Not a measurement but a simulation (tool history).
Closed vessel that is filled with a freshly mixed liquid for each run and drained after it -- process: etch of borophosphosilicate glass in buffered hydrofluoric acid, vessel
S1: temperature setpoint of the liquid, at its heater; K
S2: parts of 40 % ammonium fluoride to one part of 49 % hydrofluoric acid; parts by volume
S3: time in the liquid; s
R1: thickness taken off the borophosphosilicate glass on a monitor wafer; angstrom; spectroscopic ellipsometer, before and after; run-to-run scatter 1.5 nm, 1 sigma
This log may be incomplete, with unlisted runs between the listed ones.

run 1 day=0 | S1=295.15 S2=23.5 S3=105 | R1=1155.6
run 2 day=0.096 | S1=295.15 S2=27.5 S3=105 | R1=1037.7
run 3 day=0.308 | S1=297.65 S2=23 S3=105 | R1=1350.8
run 4 day=0.567 | S1=297.65 S2=23 S3=105 | R1=1349.9
run 5 day=0.95 | S1=297.65 S2=23 S3=110 | R1=1419.8
run 6 day=1.008 | S1=299.15 S2=20 S3=110 | R1=1696.2
run 7 day=1.154 | S1=300.15 S2=18 S3=110 | R1=1987.4

Run 8 comes next. What will it give?
run 8 day=1.254 | S1=303.15 S2=18 S3=110 | R1=?

{"run 8": {"R1": 2325}}
